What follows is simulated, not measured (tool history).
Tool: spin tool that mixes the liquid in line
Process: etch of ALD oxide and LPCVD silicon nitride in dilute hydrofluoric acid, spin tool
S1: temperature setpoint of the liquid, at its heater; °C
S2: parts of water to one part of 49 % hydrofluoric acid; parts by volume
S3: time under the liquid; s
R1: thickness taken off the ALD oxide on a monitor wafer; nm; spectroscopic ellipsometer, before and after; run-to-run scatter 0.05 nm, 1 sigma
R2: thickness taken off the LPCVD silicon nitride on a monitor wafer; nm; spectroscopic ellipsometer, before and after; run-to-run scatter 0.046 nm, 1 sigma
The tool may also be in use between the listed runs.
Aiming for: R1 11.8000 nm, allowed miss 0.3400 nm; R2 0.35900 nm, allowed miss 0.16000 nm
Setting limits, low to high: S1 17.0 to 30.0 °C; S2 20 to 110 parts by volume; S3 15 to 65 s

run 1 hour=0.0 | S1=22.0 S2=60 S3=35 | R1=5.8343 R2=0.15299
run 2 hour=2.2 | S1=22.0 S2=60 S3=45 | R1=7.5506 R2=0.29683
run 3 hour=4.1 | S1=23.0 S2=60 S3=45 | R1=7.8257 R2=0.30129
run 4 hour=10.1 | S1=23.0 S2=60 S3=55 | R1=9.6156 R2=0.39094
run 5 hour=12.2 | S1=25.5 S2=60 S3=55 | R1=10.5520 R2=0.43233
run 6 hour=18.4 | S1=25.5 S2=45 S3=55 | R1=14.3480 R2=0.49415
run 7 hour=19.0 | S1=25.0 S2=45 S3=55 | R1=14.2340 R2=0.54370
run 8 hour=21.6 | S1=24.5 S2=45 S3=55 | R1=13.6900 R2=0.47394
run 9 hour=27.8 | S1=24.0 S2=45 S3=55 | R1=13.5030 R2=0.41951
run 10 hour=35.6 | S1=23.5 S2=45 S3=55 | R1=13.2940 R2=0.50284
run 11 hour=43.0 | S1=22.0 S2=50 S3=55 | R1=11.2070 R2=0.40071
run 12 hour=51.7 | S1=22.5 S2=50 S3=55 | R1=11.3470 R2=0.43018

4 candidate next runs follow, results not yet known. Just one meets every target within its allowed miss. Identify it.
run A hour=60.4 | S1=23.5 S2=55 S3=55 | R1=? R2=?
run B hour=60.4 | S1=24.5 S2=20 S3=20 | R1=? R2=?
run C hour=60.4 | S1=21.5 S2=50 S3=55 | R1=? R2=?
run D hour=60.4 | S1=22.0 S2=50 S3=55 | R1=? R2=?

move=A R1=10.8210 R2=0.42849
move=B R1=11.8230 R2=0.44414
move=C R1=11.0230 R2=0.41041
move=D R1=11.2570 R2=0.42473
A: lands further from the targets than the last run did
B: all results in spec
C: lands further from the targets than the last run did
D: lands further from the targets than the last run did
B is the move that brings every result within its allowed miss.

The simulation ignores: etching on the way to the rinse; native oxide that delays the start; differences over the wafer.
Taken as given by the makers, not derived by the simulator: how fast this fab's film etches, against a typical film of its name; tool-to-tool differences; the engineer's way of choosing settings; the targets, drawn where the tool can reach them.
